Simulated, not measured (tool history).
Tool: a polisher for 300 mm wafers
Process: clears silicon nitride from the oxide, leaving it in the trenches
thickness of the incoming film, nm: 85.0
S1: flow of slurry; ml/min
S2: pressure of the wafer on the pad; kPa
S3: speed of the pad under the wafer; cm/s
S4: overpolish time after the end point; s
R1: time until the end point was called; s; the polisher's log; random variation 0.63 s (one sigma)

run	hour	S1	S2	S3	S4	R1
1	0	320	16.5	126	29	83.761
2	2.9	320	17.9	126	29	76.963
3	8.1	320	18.6	126	29	72.723
4	14.8	320	16.5	126	29	84.181
5	20.1	320	17.9	126	29	76.079
6	21.4	320	18.6	126	29	73.181

The next listed run, before its measurement:
7	27.6	320	19.3	126	29	?

Run 7 gave R1 71.618 s.
